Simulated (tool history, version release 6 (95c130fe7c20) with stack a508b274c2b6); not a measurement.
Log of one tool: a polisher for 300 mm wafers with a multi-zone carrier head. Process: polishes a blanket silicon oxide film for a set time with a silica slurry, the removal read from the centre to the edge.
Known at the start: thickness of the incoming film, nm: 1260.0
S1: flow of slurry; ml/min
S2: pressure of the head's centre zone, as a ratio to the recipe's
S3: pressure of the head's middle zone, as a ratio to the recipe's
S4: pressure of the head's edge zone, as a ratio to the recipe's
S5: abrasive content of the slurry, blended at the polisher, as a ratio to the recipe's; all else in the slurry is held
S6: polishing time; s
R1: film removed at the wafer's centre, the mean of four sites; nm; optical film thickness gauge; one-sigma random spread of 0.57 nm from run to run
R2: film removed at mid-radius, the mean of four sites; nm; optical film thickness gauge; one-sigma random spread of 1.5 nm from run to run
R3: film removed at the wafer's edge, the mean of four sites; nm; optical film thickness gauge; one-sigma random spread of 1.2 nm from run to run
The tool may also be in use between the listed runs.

run  hour   S1    S2    S3    S4   S5  S6      R1      R2       R3
  1   0.0  255  1.00  1.00  1.00  1.0  40  84.852  83.014   84.692
  2   4.3  255  1.00  1.00  1.00  1.0  44  93.411  90.493   95.956
  3   7.5  250  0.99  1.01  1.01  1.0  44  92.172  91.538   92.899
  4  11.7  250  0.99  1.01  1.08  1.0  44  91.572  92.896   96.697
  5  19.6  245  0.98  1.01  1.09  1.0  44  91.828  90.411  100.240
  6  24.4  245  0.98  1.05  1.09  1.0  44  90.800  95.108   97.188
  7  26.2  245  0.97  1.05  1.10  1.0  44  88.331  96.413   97.882
  8  34.7  245  0.96  1.05  1.11  1.0  44  88.390  96.346   99.793

Run 9, settings as shown, results not yet in. Your forecast:
  9  41.1  245  0.94  1.06  1.13  1.0  44   ?   ?   ?

R1: 86.703 nm
R2: 94.759 nm
R3: 98.256 nm

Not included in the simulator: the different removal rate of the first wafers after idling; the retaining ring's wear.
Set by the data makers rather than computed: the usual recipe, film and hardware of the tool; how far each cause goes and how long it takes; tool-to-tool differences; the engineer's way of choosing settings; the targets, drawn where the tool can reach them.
